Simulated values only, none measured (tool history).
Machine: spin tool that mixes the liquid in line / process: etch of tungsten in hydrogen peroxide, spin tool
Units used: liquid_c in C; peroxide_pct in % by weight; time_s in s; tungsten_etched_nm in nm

run  hour  liquid_c  peroxide_pct  time_s  tungsten_etched_nm
  1     0        44          23.5      15              22.934
  2   1.2        44          23.5      15              23.072
  3   8.7        44          25.5      15              23.993
  4  17.3        44          27.5      15              24.844
  5  18.8      45.5          27.5      15              27.418
  6  25.1      45.5          27.5      15              27.366
  7  26.2      46.5          27.5      15              29.094
  8    29      47.5          27.5      15              30.686
  9  33.1      47.5          27.5      15              30.923
 10  36.6      48.5          27.5      15              32.967
 11  40.6      49.5          27.5      15              35.122
 12  48.7        50          27.5      15              36.175
 13  50.7      50.5          27.5      15              37.225
 14  51.3        51          27.5      15              38.519
 15  53.5      51.5          27.5      15              39.667

Estimate the outcome of run 16 from the log above:
 16  55.9        52          27.5      15                   ?

tungsten_etched_nm: 40.937 nm
